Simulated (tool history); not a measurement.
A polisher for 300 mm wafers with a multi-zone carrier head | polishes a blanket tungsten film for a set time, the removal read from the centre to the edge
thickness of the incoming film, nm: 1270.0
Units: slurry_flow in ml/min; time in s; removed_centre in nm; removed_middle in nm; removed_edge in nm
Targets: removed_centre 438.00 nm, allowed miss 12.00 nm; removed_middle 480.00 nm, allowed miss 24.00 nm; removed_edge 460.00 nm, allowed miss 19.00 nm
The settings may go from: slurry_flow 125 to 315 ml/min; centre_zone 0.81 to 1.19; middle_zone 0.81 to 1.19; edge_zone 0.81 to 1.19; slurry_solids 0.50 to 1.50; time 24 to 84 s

run	hour	slurry_flow	centre_zone	middle_zone	edge_zone	slurry_solids	time	removed_centre	removed_middle	removed_edge
1	0.0	205	1.00	1.00	1.00	1.00	54	360.75	355.10	365.11
2	4.8	205	0.96	1.00	1.00	1.00	54	349.40	361.64	361.29
3	11.1	205	0.96	1.00	1.00	1.20	54	371.80	382.67	399.47
4	12.9	205	0.96	1.00	0.93	1.20	54	371.42	384.39	377.41
5	16.6	210	0.97	1.02	0.94	1.20	54	372.25	378.30	383.05
6	24.9	210	1.01	1.02	0.94	1.20	54	388.93	386.85	384.07
7	29.9	215	1.01	1.04	0.95	1.25	54	390.71	400.78	388.83
8	38.7	220	1.01	1.05	0.96	1.30	54	393.34	413.39	392.04
9	45.5	220	1.01	1.05	0.97	1.30	54	391.50	402.71	395.24

Which of these 4 next moves meets every target?
A	52.3	200	1.02	1.16	1.14	1.25	61	?	?	?
B	52.3	195	0.89	0.92	1.19	1.50	63	?	?	?
C	52.3	265	0.93	0.96	1.01	1.50	64	?	?	?
D	52.3	190	0.86	0.93	1.05	1.50	52	?	?	?

move	removed_centre	removed_middle	removed_edge
A	440.59	476.42	460.35
B	440.25	441.63	509.24
C	478.25	478.83	502.90
D	354.87	365.91	401.55
A: meets every target
B: brings the result that was furthest off to its target, and leaves another outside
C: takes the result that was furthest off past its target
D: further off than the last run
The right move is A.
